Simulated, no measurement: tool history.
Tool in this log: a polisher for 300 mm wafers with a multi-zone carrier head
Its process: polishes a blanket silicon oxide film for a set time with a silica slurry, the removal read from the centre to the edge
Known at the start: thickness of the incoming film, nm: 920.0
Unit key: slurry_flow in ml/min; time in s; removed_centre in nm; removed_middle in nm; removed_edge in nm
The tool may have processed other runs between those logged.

run    day  slurry_flow  centre_zone  middle_zone  edge_zone  slurry_solids  time  removed_centre  removed_middle  removed_edge
  1      0          290            1            1          1              1    59          229.78          228.89        231.65
  2  0.221          290         0.97            1          1              1    59          222.61          232.92        230.95
  3  0.258          295         0.98         1.02       1.03            1.1    60           240.3          247.91        253.12
  4  0.392          295         0.98         1.02       1.03            1.1    54          213.32          224.99        222.93
  5    0.5          295         0.93         1.02       1.03            1.1    54           200.6          225.82        222.53
  6  0.721          300         0.95         1.05       1.05            1.2    56          230.25          245.53        241.84
  7   0.75          300         0.94         1.07       1.06           1.25    58          236.33          260.18        263.39
  8  1.017          305         0.95         1.09       1.05            1.3    59          251.18           272.7           267

Run 9 comes next. What will it give?
  9  1.292          305         0.96         1.11       1.06           1.35    61               ?               ?             ?

removed_centre: 262.09 nm
removed_middle: 287.21 nm
removed_edge: 275.55 nm
